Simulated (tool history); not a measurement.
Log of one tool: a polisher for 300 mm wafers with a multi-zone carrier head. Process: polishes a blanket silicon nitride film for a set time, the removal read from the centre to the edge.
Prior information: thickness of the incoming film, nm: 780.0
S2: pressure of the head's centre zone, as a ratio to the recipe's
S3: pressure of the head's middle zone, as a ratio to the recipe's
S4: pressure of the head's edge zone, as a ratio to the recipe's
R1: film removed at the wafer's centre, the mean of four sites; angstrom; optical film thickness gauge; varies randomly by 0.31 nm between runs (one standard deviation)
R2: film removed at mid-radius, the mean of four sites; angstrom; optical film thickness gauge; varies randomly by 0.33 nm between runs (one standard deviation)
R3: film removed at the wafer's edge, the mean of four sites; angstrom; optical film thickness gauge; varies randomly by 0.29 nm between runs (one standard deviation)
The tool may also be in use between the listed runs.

{"run": 1, "day": 0.0, "flow of slurry (ml/min)": 215, "S2": 1, "S3": 1, "S4": 1, "polishing time (s)": 34, "R1": 671.62, "R2": 664.29, "R3": 668.37}
{"run": 2, "day": 0.317, "flow of slurry (ml/min)": 205, "S2": 0.98, "S3": 0.96, "S4": 0.97, "polishing time (s)": 31, "R1": 596.89, "R2": 584.19, "R3": 595.8}
{"run": 3, "day": 0.342, "flow of slurry (ml/min)": 195, "S2": 0.97, "S3": 0.93, "S4": 0.96, "polishing time (s)": 29, "R1": 550.02, "R2": 541.14, "R3": 552.57}
{"run": 4, "day": 0.642, "flow of slurry (ml/min)": 190, "S2": 0.97, "S3": 0.9, "S4": 0.97, "polishing time (s)": 27, "R1": 510.76, "R2": 478.49, "R3": 512.59}
{"run": 5, "day": 0.742, "flow of slurry (ml/min)": 190, "S2": 0.97, "S3": 0.94, "S4": 0.97, "polishing time (s)": 27, "R1": 510.08, "R2": 491.2, "R3": 521.33}
{"run": 6, "day": 1.0, "flow of slurry (ml/min)": 190, "S2": 0.97, "S3": 0.94, "S4": 1, "polishing time (s)": 27, "R1": 512.78, "R2": 501.41, "R3": 519.83}
{"run": 7, "day": 1.3, "flow of slurry (ml/min)": 180, "S2": 0.97, "S3": 0.92, "S4": 0.99, "polishing time (s)": 26, "R1": 491.48, "R2": 468.83, "R3": 496.9}
{"run": 8, "day": 1.45, "flow of slurry (ml/min)": 135, "S2": 0.9, "S3": 0.82, "S4": 0.89, "polishing time (s)": 24, "R1": 386.83, "R2": 364.58, "R3": 422.64}
{"run": 9, "day": 1.662, "flow of slurry (ml/min)": 145, "S2": 0.91, "S3": 0.82, "S4": 0.88, "polishing time (s)": 24, "R1": 399.11, "R2": 381.04, "R3": 422.1}

Run 10 has not been measured yet. What should we expect?
{"run": 10, "day": 1.771, "flow of slurry (ml/min)": 150, "S2": 0.92, "S3": 0.82, "S4": 0.89, "polishing time (s)": 24, "R1": "?", "R2": "?", "R3": "?"}

R1: 403.42 angstrom
R2: 378.54 angstrom
R3: 429.44 angstrom
